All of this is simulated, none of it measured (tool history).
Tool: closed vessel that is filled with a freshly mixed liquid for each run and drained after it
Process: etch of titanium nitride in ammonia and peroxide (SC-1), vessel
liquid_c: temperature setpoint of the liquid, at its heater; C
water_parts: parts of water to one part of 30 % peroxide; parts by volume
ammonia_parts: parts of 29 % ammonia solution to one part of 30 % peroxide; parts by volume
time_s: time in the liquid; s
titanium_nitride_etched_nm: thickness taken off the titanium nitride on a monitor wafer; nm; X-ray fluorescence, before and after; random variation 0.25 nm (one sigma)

run	day	liquid_c	water_parts	ammonia_parts	time_s	titanium_nitride_etched_nm
1	0.000	60.0	12.5	0.65	420	39.651
2	0.079	59.5	12.5	0.65	420	38.205
3	0.162	59.0	12.5	0.65	420	37.442
4	0.517	59.0	12.5	0.65	455	39.483
5	0.633	59.0	12.5	0.75	455	41.287
6	0.867	58.5	12.5	0.75	455	40.171
7	1.096	58.0	12.5	0.75	455	37.915

Run 8 comes next. What will it give?
8	1.475	57.0	12.5	0.75	455	?

titanium_nitride_etched_nm: 36.001 nm
